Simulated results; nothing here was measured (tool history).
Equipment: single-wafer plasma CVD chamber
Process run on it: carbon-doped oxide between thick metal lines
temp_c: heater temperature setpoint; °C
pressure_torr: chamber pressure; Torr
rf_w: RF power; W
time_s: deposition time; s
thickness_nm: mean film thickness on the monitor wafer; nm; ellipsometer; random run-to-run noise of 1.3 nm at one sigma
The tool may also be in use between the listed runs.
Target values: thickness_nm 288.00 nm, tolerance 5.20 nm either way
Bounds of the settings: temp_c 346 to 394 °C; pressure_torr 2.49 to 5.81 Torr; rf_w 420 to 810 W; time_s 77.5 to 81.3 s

| run | day | temp_c | pressure_torr | rf_w | time_s | thickness_nm |
|---|---|---|---|---|---|---|
| 1 | 0.000 | 370 | 4.15 | 615 | 81.3 | 367.79 |
| 2 | 0.075 | 370 | 4.15 | 650 | 81.3 | 387.54 |
| 3 | 0.242 | 372 | 3.79 | 590 | 80.9 | 348.03 |
| 4 | 0.367 | 374 | 3.40 | 565 | 80.7 | 334.41 |
| 5 | 0.704 | 383 | 3.40 | 565 | 80.7 | 327.91 |
| 6 | 0.867 | 383 | 3.40 | 565 | 77.5 | 313.30 |
| 7 | 1.117 | 385 | 3.20 | 550 | 77.5 | 303.49 |
| 8 | 1.271 | 386 | 3.03 | 545 | 77.5 | 300.94 |
| 9 | 1.425 | 386 | 3.03 | 545 | 77.5 | 301.81 |
| 10 | 1.529 | 387 | 2.91 | 535 | 77.5 | 294.03 |

Consider the 4 candidate settings below. Which is the only one whose results all fall within their allowed miss of target?
| A | 1.633 | 392 | 2.74 | 560 | 77.5 | ? |
| B | 1.633 | 389 | 3.11 | 525 | 81.3 | ? |
| C | 1.633 | 390 | 2.86 | 540 | 79.1 | ? |
| D | 1.633 | 388 | 3.13 | 505 | 79.2 | ? |

| move | thickness_nm |
|---|---|
| A | 301.60 |
| B | 304.60 |
| C | 300.80 |
| D | 287.94 |
A: the biggest miss grows against the last run
B: the biggest miss grows against the last run
C: the biggest miss grows against the last run
D: all results in spec
So the answer is move D, the one that meets all the targets.
